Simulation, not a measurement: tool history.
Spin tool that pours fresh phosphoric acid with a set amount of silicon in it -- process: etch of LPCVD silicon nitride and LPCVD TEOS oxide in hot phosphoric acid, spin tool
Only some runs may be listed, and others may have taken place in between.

run    day  temperature setpoint of the liquid (K)  silicon dissolved in the acid as it is poured (mg a litre)  time under the liquid (s)  thickness taken off the LPCVD silicon nitride on a monitor wafer (nm)  thickness taken off the LPCVD TEOS oxide on a monitor wafer (nm)
  1      0                                  435.15                                                        28.5                        180                                                                 17.315                                                           0.37348
  2  0.171                                  435.15                                                        31.5                        190                                                                 18.035                                                           0.35596
  3  0.208                                  435.15                                                        31.5                        230                                                                 21.929                                                           0.37373
  4  0.488                                  435.15                                                        34.5                        235                                                                 22.515                                                           0.31198
  5  0.583                                  435.15                                                          36                        235                                                                 22.754                                                            0.3745
  6  0.779                                  434.65                                                          38                        240                                                                  22.36                                                           0.31377
  7  0.971                                  434.65                                                          38                        240                                                                 22.624                                                            0.3078
  8  1.092                                  434.65                                                          40                        245                                                                 22.773                                                             0.284
  9  1.383                                  434.65                                                        41.5                        250                                                                 23.522                                                           0.24721
 10  1.433                                  434.65                                                        42.5                        250                                                                  23.57                                                             0.255

Run 11 comes next. What will it give?
 11  1.583                                  434.65                                                        43.5                        250                                                                      ?                                                                 ?

{"run 11": {"thickness taken off the LPCVD silicon nitride on a monitor wafer (nm)": 23.356, "thickness taken off the LPCVD TEOS oxide on a monitor wafer (nm)": 0.216}}
